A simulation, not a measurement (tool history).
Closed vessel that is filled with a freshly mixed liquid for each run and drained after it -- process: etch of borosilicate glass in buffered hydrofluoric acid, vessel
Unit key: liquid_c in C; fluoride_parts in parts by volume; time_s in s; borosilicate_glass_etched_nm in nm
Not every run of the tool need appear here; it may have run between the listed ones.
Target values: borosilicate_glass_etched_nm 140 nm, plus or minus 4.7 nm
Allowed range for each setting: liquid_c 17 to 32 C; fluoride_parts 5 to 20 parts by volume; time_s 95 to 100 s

run	day	liquid_c	fluoride_parts	time_s	borosilicate_glass_etched_nm
1	0	24	12	95	95.74
2	0.329	25.5	12	95	103.63
3	0.546	25.5	12	100	105.61
4	0.617	25.5	14	100	94.85
5	0.796	22	14	100	76.532
6	1.117	22	14	100	76.031
7	1.392	24.5	14	100	88.165
8	1.579	26.5	14	100	98.06
9	1.696	28	13.5	100	110.02
10	1.992	29	13.5	100	115.28
11	2.229	29.5	13.5	100	120.24
12	2.567	30	13.5	100	121.38
13	2.912	30.5	13.5	100	125.45
14	3.242	30.5	13.5	100	124.94
15	3.571	31	13.5	100	128.19

5 next moves are on the table. One of them brings every result within its allowed miss. Which?
A	3.9	29	13	95	?
B	3.9	32	15	95	?
C	3.9	31	12.5	100	?
D	3.9	32	16	100	?
E	3.9	30.5	15	100	?

move	borosilicate_glass_etched_nm
A	113.63
B	115.22
C	137.87
D	113.81
E	112.27
A: its largest miss is bigger than the last run's
B: its largest miss is bigger than the last run's
C: every result lands within tolerance
D: its largest miss is bigger than the last run's
E: its largest miss is bigger than the last run's
C meets every target.
